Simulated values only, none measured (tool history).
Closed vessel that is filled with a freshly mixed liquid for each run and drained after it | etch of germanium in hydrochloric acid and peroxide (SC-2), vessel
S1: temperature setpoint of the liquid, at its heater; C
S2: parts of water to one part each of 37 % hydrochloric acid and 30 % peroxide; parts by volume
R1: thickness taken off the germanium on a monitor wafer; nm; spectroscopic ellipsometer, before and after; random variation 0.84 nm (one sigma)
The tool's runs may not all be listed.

Run 1, hour 0: S1 51 C, S2 11.5 parts by volume, time in the liquid (s) 95. Result: R1 174.17 nm.
Run 2, hour 6.8: S1 51 C, S2 11.5 parts by volume, time in the liquid (s) 105. Result: R1 191.84 nm.
Run 3, hour 9.5: S1 52.5 C, S2 11.5 parts by volume, time in the liquid (s) 105. Result: R1 202.48 nm.
Run 4, hour 11.9: S1 52.5 C, S2 13 parts by volume, time in the liquid (s) 105. Result: R1 198.03 nm.
Run 5, hour 16.3: S1 54 C, S2 13 parts by volume, time in the liquid (s) 105. Result: R1 207.86 nm.
Run 6, hour 18.8: S1 54 C, S2 13 parts by volume, time in the liquid (s) 95. Result: R1 188.72 nm.
Run 7, hour 23: S1 55.5 C, S2 13 parts by volume, time in the liquid (s) 95. Result: R1 197.57 nm.
At hour 29.1: thermometer replaced.
Run 8, hour 29.1: S1 56.5 C, S2 13 parts by volume, time in the liquid (s) 95. Result: R1 209.02 nm.

Forecast run 9:
Run 9, hour 35.5: S1 57.5 C, S2 13 parts by volume, time in the liquid (s) 95. Result: R1 ?.

{"run 9": {"R1": 216.57}}

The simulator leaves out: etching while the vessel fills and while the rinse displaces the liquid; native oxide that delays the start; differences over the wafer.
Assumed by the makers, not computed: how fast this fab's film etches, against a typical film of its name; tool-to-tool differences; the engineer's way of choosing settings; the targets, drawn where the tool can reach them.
